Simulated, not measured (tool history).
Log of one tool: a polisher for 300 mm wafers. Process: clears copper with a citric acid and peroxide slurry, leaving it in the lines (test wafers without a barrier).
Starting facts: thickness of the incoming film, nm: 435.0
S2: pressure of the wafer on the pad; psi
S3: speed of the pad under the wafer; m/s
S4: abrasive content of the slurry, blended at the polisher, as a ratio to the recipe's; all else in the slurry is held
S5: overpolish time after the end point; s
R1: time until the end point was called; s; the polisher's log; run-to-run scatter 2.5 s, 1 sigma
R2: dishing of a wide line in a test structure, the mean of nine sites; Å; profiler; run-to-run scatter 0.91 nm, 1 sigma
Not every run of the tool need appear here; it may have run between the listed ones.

Run 1, hour 0: flow of slurry (ml/min) 205, S2 3.2 psi, S3 1.4 m/s, S4 1, S5 14 s. Result: R1 115.63 s, R2 397 Å.
Run 2, hour 7.1: flow of slurry (ml/min) 205, S2 3.1 psi, S3 1.4 m/s, S4 1, S5 14 s. Result: R1 117.92 s, R2 393.9 Å.
Run 3, hour 9.1: flow of slurry (ml/min) 240, S2 3.1 psi, S3 1.4 m/s, S4 1, S5 14 s. Result: R1 116.49 s, R2 386.03 Å.
Run 4, hour 14: flow of slurry (ml/min) 240, S2 3.1 psi, S3 1.4 m/s, S4 0.8, S5 14 s. Result: R1 123.81 s, R2 393.07 Å.
Run 5, hour 19.8: flow of slurry (ml/min) 240, S2 3.1 psi, S3 1.1 m/s, S4 0.8, S5 14 s. Result: R1 146.15 s, R2 326.67 Å.
Run 6, hour 25.6: flow of slurry (ml/min) 290, S2 3.1 psi, S3 1.1 m/s, S4 0.8, S5 14 s. Result: R1 145.18 s, R2 338.46 Å.

Predict the results of run 7:
Run 7, hour 29.3: flow of slurry (ml/min) 290, S2 3 psi, S3 1.1 m/s, S4 0.8, S5 14 s. Result: R1 ?, R2 ?.

{"run 7": {"R1": 146.44, "R2": 329.06}}
